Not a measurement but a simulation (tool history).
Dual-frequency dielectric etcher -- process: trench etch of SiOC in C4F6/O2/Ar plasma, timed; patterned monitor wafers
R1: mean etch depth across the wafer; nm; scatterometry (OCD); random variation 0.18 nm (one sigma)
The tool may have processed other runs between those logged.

Run 1, hour 0.0: source power (W) 360, bias power (W) 153, etch time (s) 19. Result: R1 39.146 nm.
Run 2, hour 6.8: source power (W) 330, bias power (W) 150, etch time (s) 19. Result: R1 37.759 nm.
Run 3, hour 10.6: source power (W) 310, bias power (W) 147, etch time (s) 19. Result: R1 36.252 nm.
Run 4, hour 15.1: source power (W) 300, bias power (W) 146, etch time (s) 19. Result: R1 35.744 nm.
Run 5, hour 15.9: source power (W) 290, bias power (W) 145, etch time (s) 19. Result: R1 35.490 nm.
Run 6, hour 20.9: source power (W) 350, bias power (W) 145, etch time (s) 19. Result: R1 38.182 nm.
Run 7, hour 24.7: source power (W) 330, bias power (W) 143, etch time (s) 19. Result: R1 36.695 nm.
Run 8, hour 31.5: source power (W) 310, bias power (W) 142, etch time (s) 19. Result: R1 36.113 nm.

Run 9, settings as shown, results not yet in. Your forecast:
Run 9, hour 39.7: source power (W) 300, bias power (W) 141, etch time (s) 19. Result: R1 ?.

{"run 9": {"R1": 35.652}}
